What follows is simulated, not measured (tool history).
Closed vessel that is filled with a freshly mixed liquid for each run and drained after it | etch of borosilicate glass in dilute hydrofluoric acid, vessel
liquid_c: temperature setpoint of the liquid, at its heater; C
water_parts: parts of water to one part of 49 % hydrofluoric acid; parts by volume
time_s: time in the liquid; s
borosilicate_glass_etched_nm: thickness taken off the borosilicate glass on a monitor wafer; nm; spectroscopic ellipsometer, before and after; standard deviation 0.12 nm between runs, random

{"run": 1, "hour": 0.0, "liquid_c": 25, "water_parts": 205, "time_s": 45, "borosilicate_glass_etched_nm": 5.5096}
{"run": 2, "hour": 4.2, "liquid_c": 25, "water_parts": 205, "time_s": 45, "borosilicate_glass_etched_nm": 5.5281}
{"run": 3, "hour": 13.1, "liquid_c": 27, "water_parts": 175, "time_s": 45, "borosilicate_glass_etched_nm": 7.2536}
{"run": 4, "hour": 15.6, "liquid_c": 27, "water_parts": 150, "time_s": 45, "borosilicate_glass_etched_nm": 8.6675}
{"run": 5, "hour": 21.2, "liquid_c": 28.5, "water_parts": 140, "time_s": 45, "borosilicate_glass_etched_nm": 9.9569}
{"run": 6, "hour": 28.0, "liquid_c": 29.5, "water_parts": 130, "time_s": 45, "borosilicate_glass_etched_nm": 11.201}
{"run": 7, "hour": 30.0, "liquid_c": 33, "water_parts": 100, "time_s": 45, "borosilicate_glass_etched_nm": 17.446}

For run 8, what comes out?
{"run": 8, "hour": 33.2, "liquid_c": 30.5, "water_parts": 100, "time_s": 45, "borosilicate_glass_etched_nm": "?"}

{"run 8": {"borosilicate_glass_etched_nm": 15.922}}
